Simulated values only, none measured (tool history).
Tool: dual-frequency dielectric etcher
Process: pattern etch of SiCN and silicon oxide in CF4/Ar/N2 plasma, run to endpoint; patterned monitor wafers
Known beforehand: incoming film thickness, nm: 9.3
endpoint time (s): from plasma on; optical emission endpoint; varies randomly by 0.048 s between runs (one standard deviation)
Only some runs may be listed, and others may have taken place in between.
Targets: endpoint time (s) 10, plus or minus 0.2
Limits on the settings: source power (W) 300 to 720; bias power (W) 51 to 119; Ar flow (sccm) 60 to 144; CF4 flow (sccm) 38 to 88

run  hour  source power (W)  bias power (W)  Ar flow (sccm)  CF4 flow (sccm)  endpoint time (s)
  1     0               510              85             102               63             9.5292
  2   2.5               510              71             102               63             10.202
  3  11.4               510              61             102               63             10.864
  4  18.7               540              61             102               63             10.223
  5  23.2               450              61             102               63             12.344
  6  27.5               460              61             102               63             12.138
  7  35.1               470              61             102               63             11.824
  8    42               480              61             102               63             11.576
  9  43.3               490              61             102               63             11.297
     50.9  -- wet clean of the chamber
 10  50.9               500              61             102               63             10.622
 11  59.7               510              61             102               63             10.392

Consider the 5 candidate settings below. Which is the only one whose results all fall within their allowed miss of target?
  A  68.5               440              72              84               70                  ?
  B  68.5               550              53             105               52                  ?
  C  68.5               480              66              97               62                  ?
  D  68.5               500              51              89               61                  ?
  E  68.5               510              72              77               45                  ?

move  endpoint time (s)
   A             10.741
   B              10.66
   C              10.63
   D             11.119
   E             9.9048
A: the biggest miss grows against the last run
B: the biggest miss grows against the last run
C: the biggest miss grows against the last run
D: the biggest miss grows against the last run
E: all results land within tolerance of their targets
Correct choice: E, which meets every target

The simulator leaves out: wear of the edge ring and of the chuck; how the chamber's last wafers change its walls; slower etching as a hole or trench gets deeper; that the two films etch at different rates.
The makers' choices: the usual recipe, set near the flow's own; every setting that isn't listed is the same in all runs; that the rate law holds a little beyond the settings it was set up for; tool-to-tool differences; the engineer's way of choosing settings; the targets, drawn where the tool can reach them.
